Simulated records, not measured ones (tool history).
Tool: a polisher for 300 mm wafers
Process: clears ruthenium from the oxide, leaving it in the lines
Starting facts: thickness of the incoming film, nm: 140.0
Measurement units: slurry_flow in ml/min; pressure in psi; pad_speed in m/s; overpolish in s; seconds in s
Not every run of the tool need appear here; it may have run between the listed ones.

{"run": 1, "hour": 0.0, "slurry_flow": 190, "pressure": 2.6, "pad_speed": 0.9, "overpolish": 5, "seconds": 130.02}
{"run": 2, "hour": 7.2, "slurry_flow": 190, "pressure": 2.3, "pad_speed": 0.9, "overpolish": 5, "seconds": 148.69}
{"run": 3, "hour": 12.0, "slurry_flow": 190, "pressure": 2.3, "pad_speed": 0.9, "overpolish": 4, "seconds": 146.96}
{"run": 4, "hour": 15.9, "slurry_flow": 160, "pressure": 2.3, "pad_speed": 0.9, "overpolish": 4, "seconds": 151.92}
{"run": 5, "hour": 16.7, "slurry_flow": 160, "pressure": 2.3, "pad_speed": 0.9, "overpolish": 4, "seconds": 152.48}
{"run": 6, "hour": 24.8, "slurry_flow": 160, "pressure": 2.6, "pad_speed": 0.9, "overpolish": 4, "seconds": 134.92}
{"run": 7, "hour": 29.9, "slurry_flow": 155, "pressure": 2.5, "pad_speed": 0.9, "overpolish": 4, "seconds": 142.99}
{"run": 8, "hour": 31.9, "slurry_flow": 150, "pressure": 2.4, "pad_speed": 0.9, "overpolish": 4, "seconds": 148.4}

Estimate the outcome of run 9 from the log above:
{"run": 9, "hour": 37.3, "slurry_flow": 145, "pressure": 2.3, "pad_speed": 0.9, "overpolish": 4, "seconds": "?"}

{"run 9": {"seconds": 157.32}}

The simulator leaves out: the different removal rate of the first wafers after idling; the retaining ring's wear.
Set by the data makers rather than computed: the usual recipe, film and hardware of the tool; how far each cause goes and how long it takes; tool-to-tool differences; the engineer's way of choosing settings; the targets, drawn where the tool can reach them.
